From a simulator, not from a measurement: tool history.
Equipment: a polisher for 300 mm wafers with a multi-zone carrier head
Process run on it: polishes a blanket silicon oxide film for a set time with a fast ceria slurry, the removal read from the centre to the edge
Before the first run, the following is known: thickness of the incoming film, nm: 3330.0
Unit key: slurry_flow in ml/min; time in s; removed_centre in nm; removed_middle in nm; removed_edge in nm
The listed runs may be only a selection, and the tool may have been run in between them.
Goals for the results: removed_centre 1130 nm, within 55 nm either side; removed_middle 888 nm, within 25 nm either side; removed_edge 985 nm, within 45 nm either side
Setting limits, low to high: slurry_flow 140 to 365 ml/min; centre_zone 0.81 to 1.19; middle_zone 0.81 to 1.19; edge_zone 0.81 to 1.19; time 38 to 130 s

Run 1, day 0: slurry_flow 235 ml/min, centre_zone 1, middle_zone 1, edge_zone 1, time 84 s. Result: removed_centre 873.06 nm, removed_middle 889.52 nm, removed_edge 878.44 nm.
Run 2, day 0.262: slurry_flow 180 ml/min, centre_zone 1, middle_zone 1, edge_zone 1, time 84 s. Result: removed_centre 822.82 nm, removed_middle 854.69 nm, removed_edge 843.53 nm.
Run 3, day 0.417: slurry_flow 150 ml/min, centre_zone 1, middle_zone 1, edge_zone 1, time 84 s. Result: removed_centre 814.38 nm, removed_middle 820.99 nm, removed_edge 806.96 nm.
Run 4, day 0.767: slurry_flow 140 ml/min, centre_zone 1, middle_zone 1, edge_zone 1, time 84 s. Result: removed_centre 790.7 nm, removed_middle 814.04 nm, removed_edge 820 nm.
Run 5, day 0.792: slurry_flow 160 ml/min, centre_zone 1.03, middle_zone 0.99, edge_zone 1.02, time 85 s. Result: removed_centre 838.65 nm, removed_middle 835.46 nm, removed_edge 850.38 nm.
Run 6, day 0.95: slurry_flow 190 ml/min, centre_zone 1.03, middle_zone 0.99, edge_zone 1.02, time 85 s. Result: removed_centre 868.01 nm, removed_middle 861.28 nm, removed_edge 893 nm.
Run 7, day 1.004: slurry_flow 200 ml/min, centre_zone 1.06, middle_zone 0.98, edge_zone 1, time 85 s. Result: removed_centre 903.32 nm, removed_middle 860.44 nm, removed_edge 877.85 nm.
Run 8, day 1.321: slurry_flow 210 ml/min, centre_zone 1.08, middle_zone 0.97, edge_zone 1, time 85 s. Result: removed_centre 927.49 nm, removed_middle 848.19 nm, removed_edge 854.55 nm.
Run 9, day 1.604: slurry_flow 225 ml/min, centre_zone 1.1, middle_zone 0.96, edge_zone 1.02, time 85 s. Result: removed_centre 968.24 nm, removed_middle 846.96 nm, removed_edge 886.49 nm.
Run 10, day 1.733: slurry_flow 235 ml/min, centre_zone 1.11, middle_zone 0.96, edge_zone 1.03, time 85 s. Result: removed_centre 963.67 nm, removed_middle 859.25 nm, removed_edge 906.76 nm.
Run 11, day 1.792: slurry_flow 245 ml/min, centre_zone 1.12, middle_zone 0.95, edge_zone 1.03, time 86 s. Result: removed_centre 996.55 nm, removed_middle 869.49 nm, removed_edge 912.96 nm.
Run 12, day 2.146: slurry_flow 250 ml/min, centre_zone 1.13, middle_zone 0.94, edge_zone 1.04, time 87 s. Result: removed_centre 1030.8 nm, removed_middle 873.11 nm, removed_edge 917.89 nm.

Which single option among these 5 for the next run brings every result within its allowed miss of target? Just one does.
Run A, day 2.5: slurry_flow 270 ml/min, centre_zone 1.17, middle_zone 0.99, edge_zone 1.03, time 84 s. Result: removed_centre ?, removed_middle ?, removed_edge ?.
Run B, day 2.5: slurry_flow 260 ml/min, centre_zone 1.12, middle_zone 1, edge_zone 0.95, time 88 s. Result: removed_centre ?, removed_middle ?, removed_edge ?.
Run C, day 2.5: slurry_flow 240 ml/min, centre_zone 1.19, middle_zone 0.92, edge_zone 1.1, time 91 s. Result: removed_centre ?, removed_middle ?, removed_edge ?.
Run D, day 2.5: slurry_flow 270 ml/min, centre_zone 1.15, middle_zone 1.1, edge_zone 1.02, time 83 s. Result: removed_centre ?, removed_middle ?, removed_edge ?.
Run E, day 2.5: slurry_flow 210 ml/min, centre_zone 1.19, middle_zone 0.93, edge_zone 0.91, time 92 s. Result: removed_centre ?, removed_middle ?, removed_edge ?.

move  removed_centre  removed_middle  removed_edge
   A          1011.2          892.03        902.09
   B          1009.2           938.9        906.04
   C          1097.1          896.35        1000.4
   D          982.72          964.08        885.81
   E          1087.9          898.87        910.79
A: the biggest miss grows against the last run
B: the biggest miss grows against the last run
C: in spec on every target
D: the biggest miss grows against the last run
E: brings the result that was furthest off to its target, and leaves another outside
Answer: C

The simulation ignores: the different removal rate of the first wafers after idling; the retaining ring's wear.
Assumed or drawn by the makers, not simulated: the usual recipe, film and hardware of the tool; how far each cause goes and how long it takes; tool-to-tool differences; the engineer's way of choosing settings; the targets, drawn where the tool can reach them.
